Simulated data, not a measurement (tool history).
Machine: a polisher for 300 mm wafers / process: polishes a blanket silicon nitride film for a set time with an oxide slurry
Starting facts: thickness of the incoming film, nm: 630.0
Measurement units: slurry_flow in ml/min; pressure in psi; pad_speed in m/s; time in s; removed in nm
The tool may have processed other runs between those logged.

| run | hour | slurry_flow | pressure | pad_speed | slurry_solids | time | removed |
|---|---|---|---|---|---|---|---|
| 1 | 0 | 240 | 2.3 | 1.24 | 1 | 32 | 17.978 |
| 2 | 3.3 | 240 | 2.3 | 1.38 | 1 | 32 | 18.897 |
| 3 | 7.7 | 240 | 2.3 | 1.38 | 1 | 29 | 17.293 |
| 4 | 10.5 | 235 | 2 | 1.38 | 1 | 29 | 15.224 |
| 5 | 11.9 | 280 | 2 | 1.38 | 1 | 29 | 15.342 |
| 6 | 16.1 | 280 | 1.8 | 1.38 | 1 | 29 | 14.138 |
| 7 | 23.9 | 280 | 1.7 | 1.38 | 1 | 29 | 13.141 |

Expected results for the next run?
| 8 | 29.4 | 280 | 1.6 | 1.38 | 1 | 29 | ? |

removed: 12.492 nm
